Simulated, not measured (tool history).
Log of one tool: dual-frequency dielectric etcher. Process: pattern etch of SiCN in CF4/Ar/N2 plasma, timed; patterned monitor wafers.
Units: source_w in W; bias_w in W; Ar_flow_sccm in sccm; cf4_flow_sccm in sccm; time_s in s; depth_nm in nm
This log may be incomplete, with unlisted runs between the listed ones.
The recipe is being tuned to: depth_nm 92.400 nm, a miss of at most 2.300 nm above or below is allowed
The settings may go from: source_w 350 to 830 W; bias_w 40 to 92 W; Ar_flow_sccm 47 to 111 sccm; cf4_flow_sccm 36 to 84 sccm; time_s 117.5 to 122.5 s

| run | hour | source_w | bias_w | Ar_flow_sccm | cf4_flow_sccm | time_s | depth_nm |
|---|---|---|---|---|---|---|---|
| 1 | 0.0 | 590 | 66 | 79 | 60 | 117.5 | 124.260 |
| 2 | 4.8 | 570 | 66 | 79 | 60 | 117.5 | 119.330 |
| 3 | 12.7 | 550 | 66 | 79 | 60 | 117.5 | 114.980 |
| 4 | 17.7 | 540 | 66 | 79 | 60 | 117.5 | 112.610 |
| 5 | 25.4 | 530 | 66 | 79 | 60 | 117.5 | 111.110 |
| 6 | 27.2 | 530 | 66 | 89 | 60 | 117.5 | 107.870 |
| 7 | 35.1 | 520 | 66 | 89 | 60 | 117.5 | 106.350 |
| 8 | 39.0 | 510 | 66 | 89 | 60 | 117.5 | 103.470 |
| 9 | 42.5 | 500 | 66 | 89 | 60 | 117.5 | 101.110 |
| 10 | 44.9 | 490 | 66 | 89 | 60 | 117.5 | 101.150 |
| 11 | 49.7 | 420 | 65 | 89 | 60 | 117.5 | 84.828 |

Which one of the following 5 next-run settings gets every result inside its allowed miss? There is exactly one.
| A | 54.5 | 410 | 69 | 81 | 69 | 122.5 | ? |
| B | 54.5 | 500 | 57 | 72 | 57 | 119.5 | ? |
| C | 54.5 | 450 | 59 | 84 | 54 | 119.0 | ? |
| D | 54.5 | 430 | 79 | 88 | 68 | 119.0 | ? |
| E | 54.5 | 410 | 61 | 82 | 65 | 122.0 | ? |

| move | depth_nm |
|---|---|
| A | 92.917 |
| B | 102.210 |
| C | 88.448 |
| D | 97.869 |
| E | 87.271 |
A: all results land within tolerance of their targets
B: moves the result that the last run missed by most past its target, out the other side
C: gains on the last run, yet a result remains outside its allowed miss
D: moves the result that the last run missed by most past its target, out the other side
E: gains on the last run, yet a result remains outside its allowed miss
The move that meets every target is A.
